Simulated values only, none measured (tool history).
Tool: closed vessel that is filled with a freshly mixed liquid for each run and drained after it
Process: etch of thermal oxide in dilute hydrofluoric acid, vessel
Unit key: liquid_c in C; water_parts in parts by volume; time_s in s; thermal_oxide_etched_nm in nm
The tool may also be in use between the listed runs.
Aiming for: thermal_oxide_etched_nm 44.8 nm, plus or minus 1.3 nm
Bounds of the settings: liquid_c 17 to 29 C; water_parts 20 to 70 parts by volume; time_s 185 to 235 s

run 1 hour=0 | liquid_c=21 water_parts=40 time_s=235 | thermal_oxide_etched_nm=29.395
run 2 hour=4.9 | liquid_c=18.5 water_parts=40 time_s=235 | thermal_oxide_etched_nm=26.377
run 3 hour=9.6 | liquid_c=21 water_parts=40 time_s=235 | thermal_oxide_etched_nm=29.145
run 4 hour=15.7 | liquid_c=21 water_parts=55 time_s=235 | thermal_oxide_etched_nm=20.978
run 5 hour=19.8 | liquid_c=24 water_parts=55 time_s=235 | thermal_oxide_etched_nm=23.643
run 6 hour=24.7 | liquid_c=25.5 water_parts=50 time_s=235 | thermal_oxide_etched_nm=27.82
run 7 hour=25.8 | liquid_c=26.5 water_parts=45 time_s=235 | thermal_oxide_etched_nm=32.551
run 8 hour=27.3 | liquid_c=27 water_parts=40 time_s=235 | thermal_oxide_etched_nm=37.692
run 9 hour=29.2 | liquid_c=27.5 water_parts=40 time_s=235 | thermal_oxide_etched_nm=38.214
run 10 hour=31.8 | liquid_c=29 water_parts=35 time_s=235 | thermal_oxide_etched_nm=46.777

5 next moves are on the table. One of them brings every result within its allowed miss. Which?
run A hour=34.4 | liquid_c=29 water_parts=30 time_s=200 | thermal_oxide_etched_nm=?
run B hour=34.4 | liquid_c=27.5 water_parts=30 time_s=220 | thermal_oxide_etched_nm=?
run C hour=34.4 | liquid_c=28.5 water_parts=30 time_s=215 | thermal_oxide_etched_nm=?
run D hour=34.4 | liquid_c=29 water_parts=30 time_s=190 | thermal_oxide_etched_nm=?
run E hour=34.4 | liquid_c=29 water_parts=30 time_s=215 | thermal_oxide_etched_nm=?

move=A thermal_oxide_etched_nm=47.558
move=B thermal_oxide_etched_nm=49.227
move=C thermal_oxide_etched_nm=50.103
move=D thermal_oxide_etched_nm=45.18
move=E thermal_oxide_etched_nm=51.125
A: the biggest miss grows against the last run
B: the biggest miss grows against the last run
C: the biggest miss grows against the last run
D: in spec on every target
E: the biggest miss grows against the last run
Answer: D
